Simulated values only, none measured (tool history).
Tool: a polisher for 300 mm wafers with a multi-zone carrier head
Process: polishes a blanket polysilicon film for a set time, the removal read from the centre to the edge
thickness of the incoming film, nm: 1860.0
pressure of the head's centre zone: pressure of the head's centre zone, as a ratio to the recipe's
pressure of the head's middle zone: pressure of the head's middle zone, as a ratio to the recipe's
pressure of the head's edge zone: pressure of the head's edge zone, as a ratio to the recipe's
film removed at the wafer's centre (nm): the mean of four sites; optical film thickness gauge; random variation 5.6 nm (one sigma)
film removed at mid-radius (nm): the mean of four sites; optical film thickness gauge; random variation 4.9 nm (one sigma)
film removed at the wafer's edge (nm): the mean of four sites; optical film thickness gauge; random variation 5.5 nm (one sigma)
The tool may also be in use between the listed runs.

run  hour  flow of slurry (ml/min)  pressure of the head's centre zone  pressure of the head's middle zone  pressure of the head's edge zone  polishing time (s)  film removed at the wafer's centre (nm)  film removed at mid-radius (nm)  film removed at the wafer's edge (nm)
  1     0                      250                                   1                                   1                                 1                  65                                   590.41                           574.47                                 599.25
  2   6.9                      255                                1.02                                1.01                              0.97                  59                                   552.19                           527.35                                 517.52
  3   9.7                      255                                1.02                                1.01                              0.93                  59                                   546.94                           534.61                                 520.94
  4  17.4                      255                                1.02                                0.93                              0.93                  59                                   542.48                            504.8                                 513.15
  5  19.3                      255                                1.02                                0.93                              0.93                  65                                   601.64                           551.48                                 563.59
  6  27.7                      260                                1.03                                0.93                              0.91                  60                                   565.03                           496.84                                 518.05
  7  32.5                      255                                1.04                                0.95                              0.89                  56                                   523.63                           478.89                                  479.7

The next listed run, before its measurement:
  8  37.8                      255                                1.11                                0.96                              0.81                  43                                        ?                                ?                                      ?

{"run 8": {"film removed at the wafer's centre (nm)": 427.23, "film removed at mid-radius (nm)": 375.75, "film removed at the wafer's edge (nm)": 344.71}}
